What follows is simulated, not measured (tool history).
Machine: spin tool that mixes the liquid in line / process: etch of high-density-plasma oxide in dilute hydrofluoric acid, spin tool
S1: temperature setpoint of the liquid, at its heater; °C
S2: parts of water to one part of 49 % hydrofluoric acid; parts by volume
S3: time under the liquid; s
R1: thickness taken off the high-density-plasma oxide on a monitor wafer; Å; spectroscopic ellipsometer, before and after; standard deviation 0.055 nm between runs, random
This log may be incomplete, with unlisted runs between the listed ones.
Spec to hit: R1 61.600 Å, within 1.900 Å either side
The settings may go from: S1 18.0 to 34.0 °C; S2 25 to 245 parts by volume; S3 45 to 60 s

run 1 hour=0.0 | S1=26.0 S2=135 S3=60 | R1=24.748
run 2 hour=3.5 | S1=27.5 S2=120 S3=60 | R1=30.011
run 3 hour=12.0 | S1=27.5 S2=120 S3=60 | R1=30.525
run 4 hour=16.8 | S1=30.5 S2=120 S3=60 | R1=33.507
run 5 hour=22.8 | S1=30.5 S2=160 S3=60 | R1=24.025
run 6 hour=26.4 | S1=31.5 S2=140 S3=60 | R1=29.120
run 7 hour=30.5 | S1=32.0 S2=120 S3=60 | R1=36.343
-- hour=33.1 hydrofluoric acid flow meter replaced
run 8 hour=33.1 | S1=32.5 S2=110 S3=60 | R1=43.805
run 9 hour=40.6 | S1=34.0 S2=80 S3=60 | R1=66.550
run 10 hour=45.5 | S1=33.5 S2=80 S3=60 | R1=65.009
run 11 hour=50.8 | S1=33.0 S2=80 S3=60 | R1=64.660

Which single option among these 4 for the next run brings every result within its allowed miss of target? Just one does.
run A hour=56.1 | S1=34.0 S2=80 S3=60 | R1=?
run B hour=56.1 | S1=33.0 S2=90 S3=60 | R1=?
run C hour=56.1 | S1=34.0 S2=85 S3=60 | R1=?
run D hour=56.1 | S1=31.0 S2=70 S3=60 | R1=?

move=A R1=65.979
move=B R1=55.646
move=C R1=61.604
move=D R1=68.440
A: lands further from the targets than the last run did
B: the result that was furthest off in the last run now lies on the other side of its target
C: all results in spec
D: lands further from the targets than the last run did
C meets every target.

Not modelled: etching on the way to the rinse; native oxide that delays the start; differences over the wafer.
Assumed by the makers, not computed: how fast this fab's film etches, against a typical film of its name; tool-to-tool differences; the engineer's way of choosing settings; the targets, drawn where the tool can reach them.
